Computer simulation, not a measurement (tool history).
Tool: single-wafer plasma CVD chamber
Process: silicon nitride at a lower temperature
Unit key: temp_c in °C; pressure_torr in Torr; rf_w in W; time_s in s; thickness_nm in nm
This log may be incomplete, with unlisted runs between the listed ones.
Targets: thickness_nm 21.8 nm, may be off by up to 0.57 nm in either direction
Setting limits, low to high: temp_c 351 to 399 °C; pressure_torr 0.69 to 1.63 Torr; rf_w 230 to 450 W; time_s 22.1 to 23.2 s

| run | hour | temp_c | pressure_torr | rf_w | time_s | thickness_nm |
|---|---|---|---|---|---|---|
| 1 | 0 | 375 | 1.16 | 340 | 23.2 | 27.029 |
| 2 | 2.3 | 375 | 1.08 | 320 | 23 | 25.381 |
| 3 | 6 | 375 | 1.02 | 305 | 22.9 | 24.283 |
| 4 | 14.2 | 375 | 1.12 | 305 | 22.9 | 25.122 |
| 5 | 16.3 | 375 | 1.12 | 305 | 22.1 | 24.017 |
| 6 | 20.7 | 375 | 1.12 | 350 | 22.1 | 25.664 |
| 7 | 25.8 | 375 | 1.02 | 335 | 22.1 | 24.547 |
| 8 | 28.2 | 376 | 0.79 | 280 | 22.1 | 21.108 |

Which of these 4 next moves meets every target?
| A | 30.6 | 375 | 0.8 | 280 | 23 | ? |
| B | 30.6 | 371 | 0.74 | 290 | 22.1 | ? |
| C | 30.6 | 366 | 0.7 | 235 | 23.2 | ? |
| D | 30.6 | 386 | 0.69 | 285 | 22.1 | ? |

| move | thickness_nm |
|---|---|
| A | 21.668 |
| B | 20.651 |
| C | 19.61 |
| D | 19.931 |
A: every result within its allowed miss
B: further off than the last run
C: further off than the last run
D: further off than the last run
The move that meets every target is A.
